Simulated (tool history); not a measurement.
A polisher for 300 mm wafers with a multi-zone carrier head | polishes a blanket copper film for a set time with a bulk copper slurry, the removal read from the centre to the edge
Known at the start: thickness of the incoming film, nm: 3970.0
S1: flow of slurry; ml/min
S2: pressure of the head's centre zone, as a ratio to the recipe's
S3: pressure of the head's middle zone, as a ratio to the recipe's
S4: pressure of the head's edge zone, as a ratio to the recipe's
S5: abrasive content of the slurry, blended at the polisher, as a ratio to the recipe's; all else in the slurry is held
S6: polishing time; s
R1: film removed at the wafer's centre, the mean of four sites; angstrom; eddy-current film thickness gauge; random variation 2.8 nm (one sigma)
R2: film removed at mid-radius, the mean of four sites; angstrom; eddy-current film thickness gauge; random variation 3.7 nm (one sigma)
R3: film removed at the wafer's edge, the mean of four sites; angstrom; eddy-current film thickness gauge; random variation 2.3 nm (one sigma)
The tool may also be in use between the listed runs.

{"run": 1, "hour": 0.0, "S1": 165, "S2": 1, "S3": 1, "S4": 1, "S5": 1, "S6": 54, "R1": 4099.2, "R2": 4253.9, "R3": 4013.1}
{"run": 2, "hour": 8.1, "S1": 165, "S2": 1.05, "S3": 1, "S4": 1, "S5": 1, "S6": 54, "R1": 4368.6, "R2": 4264.1, "R3": 4031.1}
{"run": 3, "hour": 11.2, "S1": 165, "S2": 1.05, "S3": 1, "S4": 1, "S5": 1.1, "S6": 54, "R1": 4319.3, "R2": 4443.1, "R3": 4095.1}
{"run": 4, "hour": 14.4, "S1": 155, "S2": 0.98, "S3": 1.03, "S4": 0.96, "S5": 1, "S6": 48, "R1": 3499.4, "R2": 3818, "R3": 3506.9}
{"run": 5, "hour": 16.1, "S1": 155, "S2": 0.98, "S3": 1.03, "S4": 0.96, "S5": 1, "S6": 40, "R1": 2838.1, "R2": 3163.1, "R3": 2918.1}
{"run": 6, "hour": 17.6, "S1": 150, "S2": 0.96, "S3": 1.05, "S4": 0.93, "S5": 0.9, "S6": 39, "R1": 2678.3, "R2": 3041.8, "R3": 2651}

Run 7 comes next. What will it give?
{"run": 7, "hour": 23.6, "S1": 140, "S2": 0.94, "S3": 1.05, "S4": 0.92, "S5": 0.9, "S6": 39, "R1": "?", "R2": "?", "R3": "?"}

{"run 7": {"R1": 2605.9, "R2": 2978.1, "R3": 2641.7}}
